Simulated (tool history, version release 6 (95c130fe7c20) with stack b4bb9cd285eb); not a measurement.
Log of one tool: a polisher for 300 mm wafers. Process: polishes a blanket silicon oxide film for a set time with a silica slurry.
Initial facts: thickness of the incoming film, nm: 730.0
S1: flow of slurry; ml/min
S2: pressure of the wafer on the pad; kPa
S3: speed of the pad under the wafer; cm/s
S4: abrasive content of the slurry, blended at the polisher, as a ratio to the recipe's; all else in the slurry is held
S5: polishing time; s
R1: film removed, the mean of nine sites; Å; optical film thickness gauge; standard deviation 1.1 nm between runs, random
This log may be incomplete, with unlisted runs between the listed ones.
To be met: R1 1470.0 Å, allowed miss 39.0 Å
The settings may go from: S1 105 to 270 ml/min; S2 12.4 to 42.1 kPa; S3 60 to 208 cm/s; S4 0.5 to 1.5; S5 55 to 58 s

{"run": 1, "hour": 0.0, "S1": 175, "S2": 26.9, "S3": 134, "S4": 1.0, "S5": 55, "R1": 1736.4}
{"run": 2, "hour": 6.3, "S1": 175, "S2": 26.9, "S3": 134, "S4": 1.1, "S5": 55, "R1": 1877.6}
{"run": 3, "hour": 8.9, "S1": 170, "S2": 25.5, "S3": 134, "S4": 1.1, "S5": 55, "R1": 1823.1}
{"run": 4, "hour": 9.8, "S1": 170, "S2": 23.4, "S3": 134, "S4": 1.1, "S5": 55, "R1": 1716.7}
{"run": 5, "hour": 10.6, "S1": 150, "S2": 23.4, "S3": 134, "S4": 1.1, "S5": 55, "R1": 1679.0}
{"run": 6, "hour": 15.1, "S1": 150, "S2": 22.1, "S3": 134, "S4": 1.1, "S5": 55, "R1": 1627.6}
{"run": 7, "hour": 17.0, "S1": 150, "S2": 21.4, "S3": 134, "S4": 1.1, "S5": 55, "R1": 1570.4}
{"run": 8, "hour": 23.0, "S1": 150, "S2": 20.7, "S3": 134, "S4": 1.1, "S5": 55, "R1": 1533.9}

Which single option among these 4 for the next run brings every result within its allowed miss of target? Just one does.
{"run": "A", "hour": 29.0, "S1": 110, "S2": 20.7, "S3": 154, "S4": 0.8, "S5": 57, "R1": "?"}
{"run": "B", "hour": 29.0, "S1": 190, "S2": 14.5, "S3": 150, "S4": 1.1, "S5": 58, "R1": "?"}
{"run": "C", "hour": 29.0, "S1": 140, "S2": 19.3, "S3": 126, "S4": 1.2, "S5": 58, "R1": "?"}
{"run": "D", "hour": 29.0, "S1": 140, "S2": 22.8, "S3": 144, "S4": 0.8, "S5": 55, "R1": "?"}

move=A R1=1368.9
move=B R1=1466.5
move=C R1=1529.8
move=D R1=1381.9
A: carries the result that was furthest off beyond its target, to the other side
B: every result lands within tolerance
C: moves toward the targets from the last run without getting all of them in spec
D: carries the result that was furthest off beyond its target, to the other side
The right move is B.
